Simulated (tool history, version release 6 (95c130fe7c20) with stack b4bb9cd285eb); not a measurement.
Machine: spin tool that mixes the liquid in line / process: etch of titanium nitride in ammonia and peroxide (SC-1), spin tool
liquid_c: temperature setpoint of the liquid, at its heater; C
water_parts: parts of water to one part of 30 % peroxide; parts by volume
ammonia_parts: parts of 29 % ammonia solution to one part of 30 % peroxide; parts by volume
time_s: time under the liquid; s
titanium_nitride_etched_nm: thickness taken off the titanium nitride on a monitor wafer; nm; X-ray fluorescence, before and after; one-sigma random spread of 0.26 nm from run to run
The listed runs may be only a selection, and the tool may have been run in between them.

Run 1, day 0: liquid_c 62 C, water_parts 20.5 parts by volume, ammonia_parts 1 parts by volume, time_s 305 s. Result: titanium_nitride_etched_nm 16.927 nm.
Run 2, day 0.308: liquid_c 62 C, water_parts 20.5 parts by volume, ammonia_parts 0.9 parts by volume, time_s 305 s. Result: titanium_nitride_etched_nm 16.386 nm.
Run 3, day 0.658: liquid_c 62 C, water_parts 20.5 parts by volume, ammonia_parts 0.9 parts by volume, time_s 330 s. Result: titanium_nitride_etched_nm 18.084 nm.
Run 4, day 0.842: liquid_c 62 C, water_parts 15.5 parts by volume, ammonia_parts 0.9 parts by volume, time_s 330 s. Result: titanium_nitride_etched_nm 21.427 nm.
Run 5, day 1.2: liquid_c 63 C, water_parts 15.5 parts by volume, ammonia_parts 0.9 parts by volume, time_s 330 s. Result: titanium_nitride_etched_nm 22.692 nm.
Run 6, day 1.362: liquid_c 63.5 C, water_parts 15.5 parts by volume, ammonia_parts 0.9 parts by volume, time_s 330 s. Result: titanium_nitride_etched_nm 23.498 nm.
Run 7, day 1.725: liquid_c 64 C, water_parts 15.5 parts by volume, ammonia_parts 0.9 parts by volume, time_s 330 s. Result: titanium_nitride_etched_nm 24.172 nm.

Run 8, settings as shown, results not yet in. Your forecast:
Run 8, day 1.808: liquid_c 64.5 C, water_parts 15.5 parts by volume, ammonia_parts 0.9 parts by volume, time_s 330 s. Result: titanium_nitride_etched_nm ?.

{"run 8": {"titanium_nitride_etched_nm": 24.819}}

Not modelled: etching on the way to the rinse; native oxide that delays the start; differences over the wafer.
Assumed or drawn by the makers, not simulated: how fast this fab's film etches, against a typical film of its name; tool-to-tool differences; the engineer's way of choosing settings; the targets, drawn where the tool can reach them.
